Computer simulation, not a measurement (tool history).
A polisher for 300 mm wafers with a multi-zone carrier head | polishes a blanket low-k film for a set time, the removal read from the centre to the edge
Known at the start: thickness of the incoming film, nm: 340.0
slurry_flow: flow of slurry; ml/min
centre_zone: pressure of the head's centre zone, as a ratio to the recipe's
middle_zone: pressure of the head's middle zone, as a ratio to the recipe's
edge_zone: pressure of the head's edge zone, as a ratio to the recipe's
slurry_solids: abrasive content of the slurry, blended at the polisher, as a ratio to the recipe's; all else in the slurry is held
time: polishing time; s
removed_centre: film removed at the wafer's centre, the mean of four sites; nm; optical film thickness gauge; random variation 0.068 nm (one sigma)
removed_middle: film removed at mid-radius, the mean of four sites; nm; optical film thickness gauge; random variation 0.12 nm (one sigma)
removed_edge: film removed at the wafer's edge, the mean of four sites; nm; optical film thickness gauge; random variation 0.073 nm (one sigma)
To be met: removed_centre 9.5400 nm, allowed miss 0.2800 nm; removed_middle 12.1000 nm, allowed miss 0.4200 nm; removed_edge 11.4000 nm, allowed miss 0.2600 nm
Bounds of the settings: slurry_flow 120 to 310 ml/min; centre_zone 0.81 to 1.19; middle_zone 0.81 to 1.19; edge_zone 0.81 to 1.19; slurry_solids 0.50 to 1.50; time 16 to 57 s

run 1 hour=0.0 | slurry_flow=200 centre_zone=1.00 middle_zone=1.00 edge_zone=1.00 slurry_solids=1.00 time=36 | removed_centre=9.1526 removed_middle=9.6137 removed_edge=8.9799
run 2 hour=5.5 | slurry_flow=200 centre_zone=1.00 middle_zone=1.00 edge_zone=1.00 slurry_solids=1.15 time=36 | removed_centre=9.6342 removed_middle=9.7728 removed_edge=9.4309
run 3 hour=12.0 | slurry_flow=200 centre_zone=1.00 middle_zone=0.95 edge_zone=1.00 slurry_solids=1.15 time=36 | removed_centre=9.8061 removed_middle=9.2478 removed_edge=9.5296
run 4 hour=14.1 | slurry_flow=205 centre_zone=0.99 middle_zone=0.97 edge_zone=1.02 slurry_solids=1.15 time=36 | removed_centre=9.6100 removed_middle=9.5371 removed_edge=9.5021
run 5 hour=21.0 | slurry_flow=205 centre_zone=0.98 middle_zone=0.98 edge_zone=1.03 slurry_solids=1.20 time=36 | removed_centre=9.5714 removed_middle=9.9418 removed_edge=9.7756
run 6 hour=23.5 | slurry_flow=205 centre_zone=0.98 middle_zone=0.98 edge_zone=1.03 slurry_solids=1.20 time=27 | removed_centre=7.1840 removed_middle=7.2592 removed_edge=7.3837
run 7 hour=31.5 | slurry_flow=205 centre_zone=0.97 middle_zone=0.99 edge_zone=1.04 slurry_solids=1.25 time=28 | removed_centre=7.4998 removed_middle=7.8575 removed_edge=7.6697
run 8 hour=39.0 | slurry_flow=210 centre_zone=0.87 middle_zone=0.96 edge_zone=1.14 slurry_solids=1.50 time=38 | removed_centre=9.6873 removed_middle=10.9940 removed_edge=11.5200
run 9 hour=46.0 | slurry_flow=210 centre_zone=0.87 middle_zone=0.97 edge_zone=1.14 slurry_solids=1.50 time=38 | removed_centre=9.6779 removed_middle=11.1050 removed_edge=11.5720
run 10 hour=54.2 | slurry_flow=210 centre_zone=0.87 middle_zone=0.98 edge_zone=1.14 slurry_solids=1.50 time=38 | removed_centre=9.7820 removed_middle=11.1430 removed_edge=11.7130

Which of these 4 next moves meets every target?
run A hour=62.4 | slurry_flow=225 centre_zone=0.82 middle_zone=1.14 edge_zone=1.16 slurry_solids=1.50 time=39 | removed_centre=? removed_middle=? removed_edge=?
run B hour=62.4 | slurry_flow=225 centre_zone=0.87 middle_zone=1.12 edge_zone=1.16 slurry_solids=1.35 time=38 | removed_centre=? removed_middle=? removed_edge=?
run C hour=62.4 | slurry_flow=210 centre_zone=0.91 middle_zone=0.92 edge_zone=1.19 slurry_solids=1.45 time=38 | removed_centre=? removed_middle=? removed_edge=?
run D hour=62.4 | slurry_flow=175 centre_zone=0.83 middle_zone=1.15 edge_zone=1.03 slurry_solids=1.25 time=42 | removed_centre=? removed_middle=? removed_edge=?

move=A removed_centre=9.4180 removed_middle=13.2260 removed_edge=12.0290
move=B removed_centre=9.4114 removed_middle=12.2660 removed_edge=11.3320
move=C removed_centre=9.9739 removed_middle=10.5430 removed_edge=11.7120
move=D removed_centre=9.3516 removed_middle=13.1210 removed_edge=11.2570
A: takes the result that was furthest off past its target
B: meets every target
C: further off than the last run
D: takes the result that was furthest off past its target
The right move is B.

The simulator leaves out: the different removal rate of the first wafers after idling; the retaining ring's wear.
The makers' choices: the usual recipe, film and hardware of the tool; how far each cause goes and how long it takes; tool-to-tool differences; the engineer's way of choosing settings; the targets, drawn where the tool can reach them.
